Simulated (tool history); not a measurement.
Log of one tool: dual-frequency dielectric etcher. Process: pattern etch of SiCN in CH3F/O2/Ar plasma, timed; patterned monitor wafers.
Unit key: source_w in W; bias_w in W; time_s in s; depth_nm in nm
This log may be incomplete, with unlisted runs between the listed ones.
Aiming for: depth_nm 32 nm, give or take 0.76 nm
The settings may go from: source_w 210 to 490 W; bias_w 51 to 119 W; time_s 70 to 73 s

Run 1, hour 0: source_w 350 W, bias_w 85 W, time_s 70 s. Result: depth_nm 25.101 nm.
Run 2, hour 0.7: source_w 370 W, bias_w 89 W, time_s 70.5 s. Result: depth_nm 26.661 nm.
Run 3, hour 1.3: source_w 390 W, bias_w 91 W, time_s 70.5 s. Result: depth_nm 27.854 nm.
Run 4, hour 7.2: source_w 390 W, bias_w 91 W, time_s 70 s. Result: depth_nm 27.331 nm.
Run 5, hour 9.8: source_w 390 W, bias_w 91 W, time_s 73 s. Result: depth_nm 28.573 nm.
Run 6, hour 13.8: source_w 390 W, bias_w 83 W, time_s 73 s. Result: depth_nm 27.234 nm.
Run 7, hour 19.9: source_w 400 W, bias_w 85 W, time_s 73 s. Result: depth_nm 27.712 nm.
Run 8, hour 22: source_w 410 W, bias_w 87 W, time_s 73 s. Result: depth_nm 28.809 nm.
At hour 30: source power generator calibrated.
Run 9, hour 30: source_w 420 W, bias_w 88 W, time_s 73 s. Result: depth_nm 29.232 nm.
Run 10, hour 34.2: source_w 430 W, bias_w 89 W, time_s 73 s. Result: depth_nm 29.729 nm.
Run 11, hour 42.3: source_w 440 W, bias_w 89 W, time_s 73 s. Result: depth_nm 30.225 nm.
Run 12, hour 45: source_w 450 W, bias_w 89 W, time_s 73 s. Result: depth_nm 30.262 nm.
Run 13, hour 53.3: source_w 460 W, bias_w 90 W, time_s 73 s. Result: depth_nm 31.03 nm.
Run 14, hour 57.3: source_w 460 W, bias_w 90 W, time_s 73 s. Result: depth_nm 30.862 nm.

Exercise: of the 4 proposed moves below, exactly one satisfies all targets within the stated allowed misses. Which move is it?
Run A, hour 61.3: source_w 490 W, bias_w 98 W, time_s 70.5 s. Result: depth_nm ?.
Run B, hour 61.3: source_w 420 W, bias_w 98 W, time_s 70 s. Result: depth_nm ?.
Run C, hour 61.3: source_w 480 W, bias_w 90 W, time_s 71.5 s. Result: depth_nm ?.
Run D, hour 61.3: source_w 460 W, bias_w 84 W, time_s 73 s. Result: depth_nm ?.

move  depth_nm
   A    32.144
   B    29.891
   C     30.81
   D    29.691
A: each result inside its tolerance
B: the biggest miss grows against the last run
C: no nearer and no further than the last run
D: the biggest miss grows against the last run
Answer: A

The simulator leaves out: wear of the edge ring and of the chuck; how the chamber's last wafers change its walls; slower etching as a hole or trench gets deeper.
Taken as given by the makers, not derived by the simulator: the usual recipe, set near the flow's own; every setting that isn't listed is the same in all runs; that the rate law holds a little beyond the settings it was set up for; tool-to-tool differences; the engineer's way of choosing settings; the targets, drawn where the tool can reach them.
